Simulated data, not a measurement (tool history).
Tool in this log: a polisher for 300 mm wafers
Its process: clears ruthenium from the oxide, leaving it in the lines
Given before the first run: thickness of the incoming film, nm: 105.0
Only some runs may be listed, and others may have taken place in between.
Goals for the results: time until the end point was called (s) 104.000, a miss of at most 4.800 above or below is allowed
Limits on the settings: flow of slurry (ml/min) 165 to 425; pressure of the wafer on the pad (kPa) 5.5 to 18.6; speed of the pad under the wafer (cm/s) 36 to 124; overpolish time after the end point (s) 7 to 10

run	day	flow of slurry (ml/min)	pressure of the wafer on the pad (kPa)	speed of the pad under the wafer (cm/s)	overpolish time after the end point (s)	time until the end point was called (s)
1	0.000	275	11.7	80	10	125.880
2	0.242	275	10.3	80	10	144.480
3	0.583	275	11.0	80	10	132.600
4	0.667	275	11.0	80	10	135.900
5	0.925	330	11.0	80	10	130.180
6	1.288	280	11.0	80	10	134.240
7	1.512	285	12.4	80	10	117.470
8	1.629	285	12.4	80	10	119.380
9	1.821	290	13.1	80	10	113.830

5 next moves are on the table. One of them brings every result within its allowed miss. Which?
A	2.012	320	13.8	82	10	?
B	2.012	305	14.5	90	10	?
C	2.012	310	14.5	92	8	?
D	2.012	295	15.2	84	10	?
E	2.012	320	15.2	82	10	?

move	time until the end point was called (s)
A	104.380
B	92.849
C	91.053
D	94.281
E	95.397
A: all results in spec
B: takes the result that was furthest off past its target
C: takes the result that was furthest off past its target
D: takes the result that was furthest off past its target
E: takes the result that was furthest off past its target
Move A is the one to make.
